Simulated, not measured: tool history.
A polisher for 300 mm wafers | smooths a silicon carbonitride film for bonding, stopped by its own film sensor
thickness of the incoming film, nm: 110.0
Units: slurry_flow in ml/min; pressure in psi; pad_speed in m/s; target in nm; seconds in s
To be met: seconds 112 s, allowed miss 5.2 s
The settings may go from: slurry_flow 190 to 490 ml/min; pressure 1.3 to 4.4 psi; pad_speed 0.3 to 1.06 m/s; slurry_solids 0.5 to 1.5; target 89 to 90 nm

{"run": 1, "hour": 0.0, "slurry_flow": 315, "pressure": 2.8, "pad_speed": 0.68, "slurry_solids": 1, "target": 90, "seconds": 83.184}
{"run": 2, "hour": 5.1, "slurry_flow": 315, "pressure": 2.6, "pad_speed": 0.68, "slurry_solids": 1, "target": 90, "seconds": 86.135}
{"run": 3, "hour": 7.7, "slurry_flow": 390, "pressure": 2.6, "pad_speed": 0.68, "slurry_solids": 1, "target": 90, "seconds": 85.889}
{"run": 4, "hour": 11.6, "slurry_flow": 390, "pressure": 2.4, "pad_speed": 0.68, "slurry_solids": 1, "target": 90, "seconds": 93.834}
{"run": 5, "hour": 19.6, "slurry_flow": 390, "pressure": 3.1, "pad_speed": 0.68, "slurry_solids": 1, "target": 90, "seconds": 74.896}
{"run": 6, "hour": 28.0, "slurry_flow": 390, "pressure": 3.1, "pad_speed": 0.62, "slurry_solids": 1, "target": 90, "seconds": 81.796}
{"run": 7, "hour": 34.4, "slurry_flow": 390, "pressure": 2.8, "pad_speed": 0.62, "slurry_solids": 1, "target": 90, "seconds": 86.828}
{"run": 8, "hour": 35.9, "slurry_flow": 390, "pressure": 2.6, "pad_speed": 0.62, "slurry_solids": 1, "target": 90, "seconds": 93.422}
{"run": 9, "hour": 39.2, "slurry_flow": 390, "pressure": 2.5, "pad_speed": 0.62, "slurry_solids": 1, "target": 90, "seconds": 95.391}

Which of these 4 next moves meets every target?
{"run": "A", "hour": 42.5, "slurry_flow": 340, "pressure": 2.6, "pad_speed": 0.62, "slurry_solids": 0.95, "target": 89, "seconds": "?"}
{"run": "B", "hour": 42.5, "slurry_flow": 365, "pressure": 2, "pad_speed": 0.66, "slurry_solids": 1.05, "target": 89, "seconds": "?"}
{"run": "C", "hour": 42.5, "slurry_flow": 385, "pressure": 3.2, "pad_speed": 0.7, "slurry_solids": 0.95, "target": 90, "seconds": "?"}
{"run": "D", "hour": 42.5, "slurry_flow": 335, "pressure": 3.1, "pad_speed": 0.64, "slurry_solids": 1.1, "target": 90, "seconds": "?"}

move=A seconds=100.39
move=B seconds=109.82
move=C seconds=73.248
move=D seconds=76.209
A: nearer than the last run, and not there yet
B: meets every target
C: further off than the last run
D: further off than the last run
Answer: B
